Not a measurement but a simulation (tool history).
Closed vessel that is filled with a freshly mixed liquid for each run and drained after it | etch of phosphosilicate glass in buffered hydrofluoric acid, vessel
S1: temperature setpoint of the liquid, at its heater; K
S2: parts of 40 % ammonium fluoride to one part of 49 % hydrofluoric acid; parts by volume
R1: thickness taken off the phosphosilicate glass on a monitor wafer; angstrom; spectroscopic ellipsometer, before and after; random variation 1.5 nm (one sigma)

run 1 day=0.000 | S1=298.15 S2=13.5 time_in_the_liquid_(s)=105 | R1=3175.9
run 2 day=0.242 | S1=296.65 S2=13.5 time_in_the_liquid_(s)=105 | R1=2938.1
run 3 day=0.383 | S1=297.65 S2=13.5 time_in_the_liquid_(s)=105 | R1=3086.5
run 4 day=0.454 | S1=298.65 S2=13.5 time_in_the_liquid_(s)=105 | R1=3280.6
run 5 day=0.821 | S1=299.15 S2=13.5 time_in_the_liquid_(s)=105 | R1=3365.1
run 6 day=1.129 | S1=299.15 S2=15.0 time_in_the_liquid_(s)=105 | R1=3041.7

Forecast run 7:
run 7 day=1.333 | S1=303.15 S2=12.0 time_in_the_liquid_(s)=105 | R1=?

R1: 4681.4 angstrom
